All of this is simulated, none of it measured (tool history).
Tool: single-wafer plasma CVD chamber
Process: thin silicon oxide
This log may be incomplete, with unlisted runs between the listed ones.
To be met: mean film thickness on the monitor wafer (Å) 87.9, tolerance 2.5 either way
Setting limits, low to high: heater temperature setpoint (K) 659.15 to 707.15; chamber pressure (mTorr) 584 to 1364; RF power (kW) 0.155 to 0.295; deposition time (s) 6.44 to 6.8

run,day,heater temperature setpoint (K),chamber pressure (mTorr),RF power (kW),deposition time (s),mean film thickness on the monitor wafer (Å)
1,0,683.15,974,0.225,6.8,121.37
2,0.117,683.15,899,0.22,6.78,110.45
3,0.304,683.15,899,0.235,6.78,113.36
4,0.646,683.15,899,0.265,6.78,118.38
5,0.692,683.15,837,0.265,6.76,109.4
6,0.762,683.15,797,0.265,6.75,103.34
7,0.8,683.15,770,0.265,6.75,98.62
8,1.096,683.15,753,0.265,6.75,95.81
9,1.238,683.15,741,0.265,6.75,93.805
10,1.392,683.15,655,0.26,6.74,78.044
11,1.629,683.15,669,0.26,6.74,80.447
12,1.842,683.15,669,0.26,6.74,80.469
13,2.171,683.15,679,0.26,6.74,82.521
14,2.438,683.15,687,0.26,6.74,83.604
15,2.65,683.15,693,0.26,6.74,84.617

Which one of the following 5 next-run settings gets every result inside its allowed miss? There is exactly one.
A,2.862,683.15,713,0.255,6.73,?
B,2.862,687.15,687,0.265,6.63,?
C,2.862,677.15,703,0.255,6.44,?
D,2.862,693.15,662,0.265,6.8,?
E,2.862,683.15,684,0.28,6.44,?

move,mean film thickness on the monitor wafer (Å)
A,87.458
B,82.714
C,82.367
D,80.074
E,81.811
A: all results land within tolerance of their targets
B: lands further from the targets than the last run did
C: lands further from the targets than the last run did
D: lands further from the targets than the last run did
E: lands further from the targets than the last run did
A meets every target.
